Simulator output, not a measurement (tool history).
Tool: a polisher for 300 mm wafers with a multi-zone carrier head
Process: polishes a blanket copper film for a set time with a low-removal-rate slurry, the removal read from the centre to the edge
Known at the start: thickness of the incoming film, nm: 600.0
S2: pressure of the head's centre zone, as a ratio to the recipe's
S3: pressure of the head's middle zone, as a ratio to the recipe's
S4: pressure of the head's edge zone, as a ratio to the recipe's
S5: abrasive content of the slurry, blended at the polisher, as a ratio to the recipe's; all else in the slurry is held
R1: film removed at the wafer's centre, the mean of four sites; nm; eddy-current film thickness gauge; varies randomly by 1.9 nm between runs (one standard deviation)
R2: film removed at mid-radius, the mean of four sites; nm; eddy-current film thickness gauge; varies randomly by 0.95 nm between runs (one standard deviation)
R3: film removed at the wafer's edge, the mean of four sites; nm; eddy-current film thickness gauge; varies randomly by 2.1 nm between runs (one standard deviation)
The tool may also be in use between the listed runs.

Run 1, hour 0.0: flow of slurry (ml/min) 230, S2 1.00, S3 1.00, S4 1.00, S5 1.00, polishing time (s) 37. Result: R1 122.20 nm, R2 123.48 nm, R3 120.09 nm.
Run 2, hour 4.4: flow of slurry (ml/min) 230, S2 1.00, S3 0.97, S4 1.00, S5 1.00, polishing time (s) 37. Result: R1 123.47 nm, R2 118.95 nm, R3 121.98 nm.
Run 3, hour 8.4: flow of slurry (ml/min) 250, S2 1.06, S3 0.97, S4 1.04, S5 1.15, polishing time (s) 37. Result: R1 132.73 nm, R2 125.54 nm, R3 126.53 nm.
Run 4, hour 8.9: flow of slurry (ml/min) 255, S2 1.10, S3 0.94, S4 1.04, S5 1.25, polishing time (s) 38. Result: R1 143.33 nm, R2 128.88 nm, R3 136.69 nm.
Run 5, hour 16.4: flow of slurry (ml/min) 270, S2 1.13, S3 0.92, S4 1.00, S5 1.30, polishing time (s) 39. Result: R1 156.39 nm, R2 129.16 nm, R3 133.74 nm.
Run 6, hour 22.1: flow of slurry (ml/min) 280, S2 1.15, S3 0.91, S4 1.02, S5 1.35, polishing time (s) 39. Result: R1 159.53 nm, R2 129.22 nm, R3 135.59 nm.

Run 7 has not been measured yet. What should we expect?
Run 7, hour 28.8: flow of slurry (ml/min) 280, S2 1.16, S3 0.91, S4 1.04, S5 1.40, polishing time (s) 40. Result: R1 ?, R2 ?, R3 ?.

R1: 167.17 nm
R2: 132.61 nm
R3: 139.92 nm
